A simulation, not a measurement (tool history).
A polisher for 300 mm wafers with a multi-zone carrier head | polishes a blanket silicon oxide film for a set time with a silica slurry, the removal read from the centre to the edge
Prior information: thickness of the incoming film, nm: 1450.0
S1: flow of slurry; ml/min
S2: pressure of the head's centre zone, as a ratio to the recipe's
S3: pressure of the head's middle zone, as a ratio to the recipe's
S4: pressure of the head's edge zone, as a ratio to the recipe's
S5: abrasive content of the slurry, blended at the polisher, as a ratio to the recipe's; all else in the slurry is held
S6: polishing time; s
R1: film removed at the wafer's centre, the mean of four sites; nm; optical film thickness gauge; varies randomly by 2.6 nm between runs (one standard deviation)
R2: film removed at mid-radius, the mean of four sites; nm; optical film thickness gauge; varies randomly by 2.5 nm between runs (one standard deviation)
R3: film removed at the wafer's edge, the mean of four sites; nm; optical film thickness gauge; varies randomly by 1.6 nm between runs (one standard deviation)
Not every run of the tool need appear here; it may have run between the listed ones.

{"run": 1, "hour": 0.0, "S1": 225, "S2": 1.0, "S3": 1.0, "S4": 1.0, "S5": 1.0, "S6": 82, "R1": 191.14, "R2": 185.62, "R3": 179.93}
{"run": 2, "hour": 6.8, "S1": 225, "S2": 0.99, "S3": 0.98, "S4": 1.03, "S5": 1.0, "S6": 82, "R1": 186.93, "R2": 178.9, "R3": 181.2}
{"run": 3, "hour": 15.0, "S1": 225, "S2": 0.91, "S3": 0.98, "S4": 1.03, "S5": 1.0, "S6": 82, "R1": 175.04, "R2": 179.5, "R3": 184.08}
{"run": 4, "hour": 20.4, "S1": 225, "S2": 0.91, "S3": 0.98, "S4": 1.03, "S5": 0.9, "S6": 82, "R1": 161.82, "R2": 169.0, "R3": 172.51}
{"run": 5, "hour": 26.7, "S1": 260, "S2": 0.91, "S3": 0.98, "S4": 1.03, "S5": 0.9, "S6": 82, "R1": 168.26, "R2": 175.51, "R3": 173.9}
{"run": 6, "hour": 27.7, "S1": 260, "S2": 0.91, "S3": 0.98, "S4": 0.99, "S5": 0.9, "S6": 82, "R1": 167.35, "R2": 178.59, "R3": 171.84}
{"run": 7, "hour": 30.9, "S1": 255, "S2": 0.9, "S3": 0.97, "S4": 1.02, "S5": 0.95, "S6": 82, "R1": 166.85, "R2": 177.64, "R3": 179.71}
{"run": 8, "hour": 36.3, "S1": 255, "S2": 0.91, "S3": 0.96, "S4": 1.04, "S5": 1.0, "S6": 82, "R1": 179.21, "R2": 175.59, "R3": 185.15}

Run 9 has not been measured yet. What should we expect?
{"run": 9, "hour": 43.1, "S1": 255, "S2": 0.9, "S3": 0.96, "S4": 1.06, "S5": 1.0, "S6": 82, "R1": "?", "R2": "?", "R3": "?"}

R1: 174.21 nm
R2: 180.47 nm
R3: 183.62 nm

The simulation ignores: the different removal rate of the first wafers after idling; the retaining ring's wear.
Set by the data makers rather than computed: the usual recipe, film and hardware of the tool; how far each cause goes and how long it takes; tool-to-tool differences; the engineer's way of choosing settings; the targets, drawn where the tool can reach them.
